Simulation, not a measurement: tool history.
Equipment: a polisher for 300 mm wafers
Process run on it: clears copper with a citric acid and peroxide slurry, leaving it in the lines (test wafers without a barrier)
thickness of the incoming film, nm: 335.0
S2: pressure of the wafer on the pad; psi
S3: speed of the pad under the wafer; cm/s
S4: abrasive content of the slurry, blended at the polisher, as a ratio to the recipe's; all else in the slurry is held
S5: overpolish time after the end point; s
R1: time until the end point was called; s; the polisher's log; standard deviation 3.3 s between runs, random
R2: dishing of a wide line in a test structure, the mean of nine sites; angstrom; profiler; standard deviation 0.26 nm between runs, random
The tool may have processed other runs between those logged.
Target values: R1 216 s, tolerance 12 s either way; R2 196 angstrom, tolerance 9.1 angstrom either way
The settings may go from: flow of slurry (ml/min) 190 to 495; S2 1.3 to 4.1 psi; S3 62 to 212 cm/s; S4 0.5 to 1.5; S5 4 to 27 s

{"run": 1, "hour": 0.0, "flow of slurry (ml/min)": 320, "S2": 2.7, "S3": 136, "S4": 1, "S5": 14, "R1": 139.93, "R2": 223.1}
{"run": 2, "hour": 3.7, "flow of slurry (ml/min)": 320, "S2": 2.5, "S3": 136, "S4": 1, "S5": 15, "R1": 149.4, "R2": 218.14}
{"run": 3, "hour": 10.7, "flow of slurry (ml/min)": 320, "S2": 2.3, "S3": 134, "S4": 1, "S5": 16, "R1": 169.04, "R2": 211.16}
{"run": 4, "hour": 12.0, "flow of slurry (ml/min)": 285, "S2": 2.3, "S3": 134, "S4": 1, "S5": 16, "R1": 168.1, "R2": 212.87}
{"run": 5, "hour": 15.2, "flow of slurry (ml/min)": 285, "S2": 2.3, "S3": 134, "S4": 0.8, "S5": 16, "R1": 175.32, "R2": 197.75}
{"run": 6, "hour": 18.9, "flow of slurry (ml/min)": 285, "S2": 2.2, "S3": 134, "S4": 0.8, "S5": 17, "R1": 188.06, "R2": 203.41}
{"run": 7, "hour": 21.2, "flow of slurry (ml/min)": 285, "S2": 2.1, "S3": 134, "S4": 0.8, "S5": 17, "R1": 190.05, "R2": 195.39}
{"run": 8, "hour": 29.0, "flow of slurry (ml/min)": 285, "S2": 2, "S3": 134, "S4": 0.8, "S5": 17, "R1": 202.89, "R2": 193.29}

Which single option among these 4 for the next run brings every result within its allowed miss of target? Just one does.
{"run": "A", "hour": 36.8, "flow of slurry (ml/min)": 285, "S2": 2.2, "S3": 140, "S4": 0.85, "S5": 15, "R1": "?", "R2": "?"}
{"run": "B", "hour": 36.8, "flow of slurry (ml/min)": 260, "S2": 1.9, "S3": 162, "S4": 0.75, "S5": 15, "R1": "?", "R2": "?"}
{"run": "C", "hour": 36.8, "flow of slurry (ml/min)": 265, "S2": 2.2, "S3": 110, "S4": 0.8, "S5": 19, "R1": "?", "R2": "?"}
{"run": "D", "hour": 36.8, "flow of slurry (ml/min)": 300, "S2": 1.9, "S3": 144, "S4": 1, "S5": 16, "R1": "?", "R2": "?"}

move=A R1=177.42 R2=190.07
move=B R1=187.03 R2=180.57
move=C R1=222.4 R2=191.9
move=D R1=190.85 R2=187.62
A: its largest miss is bigger than the last run's
B: its largest miss is bigger than the last run's
C: all results land within tolerance of their targets
D: its largest miss is bigger than the last run's
Go with C: it meets all targets.
